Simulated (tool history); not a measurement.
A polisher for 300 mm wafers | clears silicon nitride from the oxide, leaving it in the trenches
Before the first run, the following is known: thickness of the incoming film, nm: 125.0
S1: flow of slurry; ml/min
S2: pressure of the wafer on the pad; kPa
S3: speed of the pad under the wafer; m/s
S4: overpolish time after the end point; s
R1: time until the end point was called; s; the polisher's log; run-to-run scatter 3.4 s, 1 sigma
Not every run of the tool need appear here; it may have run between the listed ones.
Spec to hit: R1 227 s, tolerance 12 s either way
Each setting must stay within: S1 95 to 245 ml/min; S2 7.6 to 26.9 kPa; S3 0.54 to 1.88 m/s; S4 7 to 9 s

| run | hour | S1 | S2 | S3 | S4 | R1 |
|---|---|---|---|---|---|---|
| 1 | 0 | 155 | 17.2 | 1.2 | 9 | 133.55 |
| 2 | 1.5 | 155 | 17.2 | 1.2 | 9 | 136.14 |
| 3 | 4.1 | 170 | 17.2 | 1.2 | 9 | 131.01 |
| 4 | 11.7 | 165 | 15.2 | 1.18 | 9 | 152.75 |
| 5 | 15.9 | 145 | 15.2 | 1.18 | 9 | 157.73 |
| 6 | 16.5 | 145 | 18.6 | 1.18 | 9 | 128.58 |
| 7 | 17.4 | 140 | 13.8 | 1.12 | 9 | 180.93 |
| 8 | 20 | 140 | 13.1 | 1.12 | 9 | 193.91 |
| 9 | 23.4 | 135 | 12.4 | 1.12 | 9 | 204.05 |
| 10 | 27.9 | 130 | 12.4 | 1.12 | 9 | 204.46 |

Exercise: of the 5 proposed moves below, exactly one satisfies all targets within the stated allowed misses. Which move is it?
| A | 32.4 | 110 | 13.1 | 1 | 7 | ? |
| B | 32.4 | 125 | 13.8 | 1.1 | 9 | ? |
| C | 32.4 | 125 | 11.7 | 0.94 | 9 | ? |
| D | 32.4 | 130 | 11 | 0.94 | 7 | ? |
| E | 32.4 | 125 | 9 | 1.62 | 9 | ? |

| move | R1 |
|---|---|
| A | 227.91 |
| B | 190.02 |
| C | 258.45 |
| D | 270.74 |
| E | 196.66 |
A: every result within its allowed miss
B: the biggest miss grows against the last run
C: takes the result that was furthest off past its target
D: takes the result that was furthest off past its target
E: the biggest miss grows against the last run
Answer: A

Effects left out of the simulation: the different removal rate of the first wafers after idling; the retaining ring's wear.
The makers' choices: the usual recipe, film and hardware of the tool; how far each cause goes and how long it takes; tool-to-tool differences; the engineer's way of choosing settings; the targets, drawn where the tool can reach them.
